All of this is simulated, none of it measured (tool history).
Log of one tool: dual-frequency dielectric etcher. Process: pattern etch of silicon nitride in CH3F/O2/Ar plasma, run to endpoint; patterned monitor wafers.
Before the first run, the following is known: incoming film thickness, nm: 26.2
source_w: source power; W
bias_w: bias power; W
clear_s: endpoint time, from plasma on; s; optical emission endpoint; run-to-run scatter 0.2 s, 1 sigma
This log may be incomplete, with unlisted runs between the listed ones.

| run | hour | source_w | bias_w | clear_s |
|---|---|---|---|---|
| 1 | 0.0 | 450 | 56 | 39.420 |
| 2 | 1.1 | 450 | 64 | 37.268 |
| 3 | 4.0 | 460 | 64 | 36.943 |
| 4 | 6.8 | 460 | 59 | 38.227 |
| 5 | 13.9 | 460 | 54 | 39.603 |
| 6 | 22.1 | 390 | 54 | 41.516 |
| 7 | 28.3 | 440 | 56 | 39.585 |
|  | 35.6 | wet clean of the chamber |
| 8 | 35.6 | 470 | 57 | 39.384 |

Forecast run 9:
| 9 | 38.2 | 480 | 60 | ? |

Run 9 measured clear_s 38.746 s.
